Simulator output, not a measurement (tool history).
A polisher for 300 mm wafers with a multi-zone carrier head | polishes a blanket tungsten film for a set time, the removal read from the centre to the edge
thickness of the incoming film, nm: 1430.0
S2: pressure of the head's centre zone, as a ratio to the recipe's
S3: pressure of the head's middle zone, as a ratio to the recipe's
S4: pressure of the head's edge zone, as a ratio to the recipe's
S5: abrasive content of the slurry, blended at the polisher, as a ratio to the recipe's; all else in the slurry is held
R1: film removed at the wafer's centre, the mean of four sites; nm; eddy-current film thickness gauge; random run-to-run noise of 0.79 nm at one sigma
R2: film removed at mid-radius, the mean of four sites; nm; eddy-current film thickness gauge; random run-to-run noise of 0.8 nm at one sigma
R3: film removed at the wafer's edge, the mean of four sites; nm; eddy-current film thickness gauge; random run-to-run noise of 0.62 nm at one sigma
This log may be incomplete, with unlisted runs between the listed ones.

Run 1, hour 0.0: flow of slurry (ml/min) 295, S2 1.00, S3 1.00, S4 1.00, S5 1.00, polishing time (s) 39. Result: R1 181.46 nm, R2 167.94 nm, R3 168.87 nm.
Run 2, hour 4.6: flow of slurry (ml/min) 295, S2 1.00, S3 1.00, S4 1.06, S5 1.00, polishing time (s) 39. Result: R1 183.52 nm, R2 169.52 nm, R3 174.33 nm.
Run 3, hour 8.5: flow of slurry (ml/min) 295, S2 1.00, S3 1.00, S4 1.06, S5 0.80, polishing time (s) 39. Result: R1 175.66 nm, R2 157.87 nm, R3 162.47 nm.
Run 4, hour 9.3: flow of slurry (ml/min) 270, S2 1.00, S3 1.00, S4 1.06, S5 0.80, polishing time (s) 39. Result: R1 171.23 nm, R2 156.23 nm, R3 162.86 nm.
Run 5, hour 16.9: flow of slurry (ml/min) 280, S2 0.98, S3 1.00, S4 1.03, S5 0.75, polishing time (s) 37. Result: R1 156.43 nm, R2 145.68 nm, R3 147.20 nm.
Run 6, hour 24.5: flow of slurry (ml/min) 280, S2 0.96, S3 0.98, S4 1.00, S5 0.70, polishing time (s) 36. Result: R1 145.14 nm, R2 139.26 nm, R3 140.73 nm.
Run 7, hour 32.6: flow of slurry (ml/min) 285, S2 0.95, S3 0.97, S4 0.98, S5 0.65, polishing time (s) 35. Result: R1 137.92 nm, R2 130.34 nm, R3 132.17 nm.
At hour 41.6: centre zone pressure recalibrated.
Run 8, hour 41.6: flow of slurry (ml/min) 290, S2 0.94, S3 0.96, S4 0.96, S5 0.65, polishing time (s) 34. Result: R1 122.64 nm, R2 124.75 nm, R3 127.91 nm.
Run 9, hour 43.6: flow of slurry (ml/min) 285, S2 0.95, S3 0.96, S4 0.94, S5 0.65, polishing time (s) 33. Result: R1 118.72 nm, R2 121.03 nm, R3 124.28 nm.
Run 10, hour 49.0: flow of slurry (ml/min) 295, S2 0.98, S3 0.97, S4 0.93, S5 0.65, polishing time (s) 32. Result: R1 119.38 nm, R2 118.64 nm, R3 120.67 nm.
Run 11, hour 50.5: flow of slurry (ml/min) 290, S2 1.00, S3 0.98, S4 0.91, S5 0.65, polishing time (s) 31. Result: R1 115.77 nm, R2 115.52 nm, R3 114.38 nm.
Run 12, hour 51.7: flow of slurry (ml/min) 285, S2 1.01, S3 0.98, S4 0.89, S5 0.65, polishing time (s) 31. Result: R1 117.62 nm, R2 116.11 nm, R3 113.64 nm.
Run 13, hour 58.7: flow of slurry (ml/min) 280, S2 1.01, S3 0.98, S4 0.88, S5 0.65, polishing time (s) 31. Result: R1 117.00 nm, R2 116.38 nm, R3 114.29 nm.

The next listed run, before its measurement:
Run 14, hour 62.7: flow of slurry (ml/min) 280, S2 1.01, S3 0.98, S4 0.87, S5 0.65, polishing time (s) 31. Result: R1 ?, R2 ?, R3 ?.

{"run 14": {"R1": 120.1, "R2": 115.79, "R3": 112.7}}
